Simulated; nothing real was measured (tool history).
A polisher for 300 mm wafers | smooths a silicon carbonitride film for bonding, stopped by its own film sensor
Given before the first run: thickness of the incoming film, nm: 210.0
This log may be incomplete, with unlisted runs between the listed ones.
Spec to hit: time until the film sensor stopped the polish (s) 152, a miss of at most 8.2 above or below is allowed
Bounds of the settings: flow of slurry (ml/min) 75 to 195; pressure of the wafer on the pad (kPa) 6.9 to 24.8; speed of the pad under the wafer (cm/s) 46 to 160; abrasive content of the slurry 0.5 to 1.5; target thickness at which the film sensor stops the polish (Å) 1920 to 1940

run  hour  flow of slurry (ml/min)  pressure of the wafer on the pad (kPa)  speed of the pad under the wafer (cm/s)  abrasive content of the slurry  target thickness at which the film sensor stops the polish (Å)  time until the film sensor stopped the polish (s)
  1     0                      125                                    15.9                                      102                               1                                                            1920                                             64.608
  2     7                      110                                    15.9                                      102                               1                                                            1920                                             67.462
  3   9.1                      140                                    15.9                                      102                               1                                                            1920                                             63.363
  4  10.8                      140                                    15.9                                      102                            0.85                                                            1920                                             68.198
  5  12.4                      140                                    15.9                                      102                            0.85                                                            1940                                             60.844
  6  16.6                      135                                    13.8                                       96                            0.85                                                            1940                                             72.262
  7  17.6                      135                                    12.4                                       88                            0.85                                                            1940                                             86.725
  8  20.4                      135                                      11                                       84                            0.85                                                            1940                                              104.3
  9  27.3                      135                                    10.3                                       84                            0.85                                                            1940                                             107.04
 10    29                      135                                     9.7                                       82                            0.85                                                            1940                                             117.04
 11  35.5                      135                                       9                                       82                            0.85                                                            1940                                             124.88

Which of these 4 next moves meets every target?
  A    42                      130                                       9                                       76                            0.85                                                            1920                                                  ?
  B    42                      120                                    10.3                                       88                            1.15                                                            1940                                                  ?
  C    42                      130                                      11                                       90                            0.85                                                            1940                                                  ?
  D    42                      150                                    12.4                                       76                             0.8                                                            1940                                                  ?

move  time until the film sensor stopped the polish (s)
   A                                             149.95
   B                                             93.984
   C                                             95.528
   D                                             97.567
A: all results land within tolerance of their targets
B: moves away from the targets compared with the last run
C: moves away from the targets compared with the last run
D: moves away from the targets compared with the last run
Go with A: it meets all targets.
